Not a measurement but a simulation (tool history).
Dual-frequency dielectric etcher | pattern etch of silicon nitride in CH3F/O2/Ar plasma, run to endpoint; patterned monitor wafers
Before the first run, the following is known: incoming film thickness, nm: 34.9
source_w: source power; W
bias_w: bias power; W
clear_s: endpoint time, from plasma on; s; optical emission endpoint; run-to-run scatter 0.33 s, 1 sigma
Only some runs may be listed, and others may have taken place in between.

Run 1, hour 0.0: source_w 380 W, bias_w 69 W. Result: clear_s 49.138 s.
Run 2, hour 1.6: source_w 330 W, bias_w 69 W. Result: clear_s 51.446 s.
Run 3, hour 4.9: source_w 330 W, bias_w 63 W. Result: clear_s 53.763 s.
Run 4, hour 6.6: source_w 360 W, bias_w 65 W. Result: clear_s 51.258 s.
Run 5, hour 10.6: source_w 300 W, bias_w 65 W. Result: clear_s 54.766 s.
Run 6, hour 14.3: source_w 330 W, bias_w 67 W. Result: clear_s 52.536 s.
Run 7, hour 18.2: source_w 360 W, bias_w 68 W. Result: clear_s 50.925 s.

Expected results for the next run?
Run 8, hour 23.6: source_w 440 W, bias_w 81 W. Result: clear_s ?.

{"run 8": {"clear_s": 44.36}}
